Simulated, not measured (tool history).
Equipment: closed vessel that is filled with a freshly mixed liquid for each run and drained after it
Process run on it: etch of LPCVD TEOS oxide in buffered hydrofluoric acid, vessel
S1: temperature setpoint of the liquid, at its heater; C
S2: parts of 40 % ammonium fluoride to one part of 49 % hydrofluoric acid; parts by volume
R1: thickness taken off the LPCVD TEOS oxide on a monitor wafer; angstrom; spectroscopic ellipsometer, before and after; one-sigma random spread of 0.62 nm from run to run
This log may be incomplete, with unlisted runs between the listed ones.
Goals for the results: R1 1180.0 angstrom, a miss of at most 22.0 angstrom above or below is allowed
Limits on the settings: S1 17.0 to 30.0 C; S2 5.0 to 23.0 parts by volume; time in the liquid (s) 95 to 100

{"run": 1, "hour": 0.0, "S1": 22.0, "S2": 14.0, "time in the liquid (s)": 95, "R1": 1998.5}
{"run": 2, "hour": 0.9, "S1": 25.0, "S2": 14.0, "time in the liquid (s)": 95, "R1": 2344.8}
{"run": 3, "hour": 2.4, "S1": 25.0, "S2": 14.0, "time in the liquid (s)": 100, "R1": 2465.1}
{"run": 4, "hour": 10.6, "S1": 25.0, "S2": 10.0, "time in the liquid (s)": 100, "R1": 3420.1}
{"run": 5, "hour": 17.6, "S1": 23.0, "S2": 12.0, "time in the liquid (s)": 100, "R1": 2562.8}
{"run": 6, "hour": 26.4, "S1": 21.5, "S2": 13.5, "time in the liquid (s)": 100, "R1": 2112.9}
{"run": 7, "hour": 30.6, "S1": 20.5, "S2": 14.5, "time in the liquid (s)": 100, "R1": 1860.9}
{"run": 8, "hour": 38.0, "S1": 19.5, "S2": 15.5, "time in the liquid (s)": 100, "R1": 1638.3}
{"run": 9, "hour": 40.5, "S1": 19.0, "S2": 16.0, "time in the liquid (s)": 100, "R1": 1569.9}
{"run": 10, "hour": 41.5, "S1": 18.5, "S2": 16.5, "time in the liquid (s)": 100, "R1": 1472.8}
{"run": 11, "hour": 46.2, "S1": 18.0, "S2": 17.0, "time in the liquid (s)": 100, "R1": 1382.8}
{"run": 12, "hour": 49.9, "S1": 18.0, "S2": 17.5, "time in the liquid (s)": 100, "R1": 1354.7}
{"run": 13, "hour": 51.9, "S1": 18.0, "S2": 18.0, "time in the liquid (s)": 100, "R1": 1311.4}
{"run": 14, "hour": 52.8, "S1": 17.5, "S2": 18.5, "time in the liquid (s)": 100, "R1": 1237.7}
{"run": 15, "hour": 54.1, "S1": 17.0, "S2": 18.5, "time in the liquid (s)": 100, "R1": 1203.1}

Exactly one of the 4 candidate moves below puts every result within its allowed miss. Which one?
{"run": "A", "hour": 55.4, "S1": 17.0, "S2": 20.0, "time in the liquid (s)": 100, "R1": "?"}
{"run": "B", "hour": 55.4, "S1": 18.5, "S2": 19.5, "time in the liquid (s)": 95, "R1": "?"}
{"run": "C", "hour": 55.4, "S1": 17.5, "S2": 20.5, "time in the liquid (s)": 100, "R1": "?"}
{"run": "D", "hour": 55.4, "S1": 17.0, "S2": 19.0, "time in the liquid (s)": 95, "R1": "?"}

move=A R1=1123.2
move=B R1=1191.8
move=C R1=1136.3
move=D R1=1122.6
A: moves the result that the last run missed by most past its target, out the other side
B: each result inside its tolerance
C: moves the result that the last run missed by most past its target, out the other side
D: moves the result that the last run missed by most past its target, out the other side
The move that meets every target is B.
